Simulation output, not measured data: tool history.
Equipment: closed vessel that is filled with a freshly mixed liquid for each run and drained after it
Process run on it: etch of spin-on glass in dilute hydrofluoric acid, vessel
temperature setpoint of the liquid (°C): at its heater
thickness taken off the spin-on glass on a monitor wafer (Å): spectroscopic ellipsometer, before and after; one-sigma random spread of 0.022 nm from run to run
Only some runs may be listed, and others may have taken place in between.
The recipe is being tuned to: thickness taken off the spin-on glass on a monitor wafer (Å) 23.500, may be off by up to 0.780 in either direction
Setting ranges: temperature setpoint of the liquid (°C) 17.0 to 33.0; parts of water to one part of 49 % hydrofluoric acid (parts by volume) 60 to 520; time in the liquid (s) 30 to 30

run  hour  temperature setpoint of the liquid (°C)  parts of water to one part of 49 % hydrofluoric acid (parts by volume)  time in the liquid (s)  thickness taken off the spin-on glass on a monitor wafer (Å)
  1   0.0                                     25.0                                                                     290                      30                                                        31.648
  2   8.9                                     25.0                                                                     190                      30                                                        54.282
  3  17.3                                     25.0                                                                     290                      30                                                        31.844
  4  21.5                                     22.5                                                                     290                      30                                                        29.051
  5  25.0                                     21.5                                                                     290                      30                                                        28.351
  6  33.9                                     19.0                                                                     290                      30                                                        26.288
  7  36.5                                     18.5                                                                     290                      30                                                        24.746
  8  41.3                                     18.0                                                                     290                      30                                                        25.061

Exercise: of the 5 proposed moves below, exactly one satisfies all targets within the stated allowed misses. Which move is it?
  A  46.1                                     17.0                                                                     260                      30                                                             ?
  B  46.1                                     18.5                                                                     275                      30                                                             ?
  C  46.1                                     19.0                                                                     310                      30                                                             ?
  D  46.1                                     17.5                                                                     270                      30                                                             ?
  E  46.1                                     17.0                                                                     255                      30                                                             ?

move  thickness taken off the spin-on glass on a monitor wafer (Å)
   A                                                        26.728
   B                                                        26.410
   C                                                        23.150
   D                                                        26.011
   E                                                        27.370
A: further off than the last run
B: further off than the last run
C: every result within its allowed miss
D: further off than the last run
E: further off than the last run
So the answer is move C, the one that meets all the targets.
